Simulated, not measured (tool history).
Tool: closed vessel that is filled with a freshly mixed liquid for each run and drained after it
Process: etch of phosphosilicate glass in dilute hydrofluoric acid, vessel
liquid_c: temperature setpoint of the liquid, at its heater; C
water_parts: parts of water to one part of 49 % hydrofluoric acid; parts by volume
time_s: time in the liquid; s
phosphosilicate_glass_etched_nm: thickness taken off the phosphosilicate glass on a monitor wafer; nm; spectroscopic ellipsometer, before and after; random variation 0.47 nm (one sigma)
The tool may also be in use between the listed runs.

run  hour  liquid_c  water_parts  time_s  phosphosilicate_glass_etched_nm
  1   0.0      26.0          240     160                           34.116
  2   6.4      26.0          300     160                           25.373
  3  14.8      28.5          230     160                           38.752
  4  21.5      26.5          230     160                           36.064
  5  26.9      23.5          230     160                           32.491
  6  29.3      23.5          230     160                           32.675
  7  34.0      26.5          180     160                           49.448
  8  42.0      29.0          155     160                           64.268
  9  49.3      29.0          155     160                           64.530

Forecast run 10:
 10  54.8      30.5          145     160                                ?

Run 10 gave phosphosilicate_glass_etched_nm 73.461 nm.
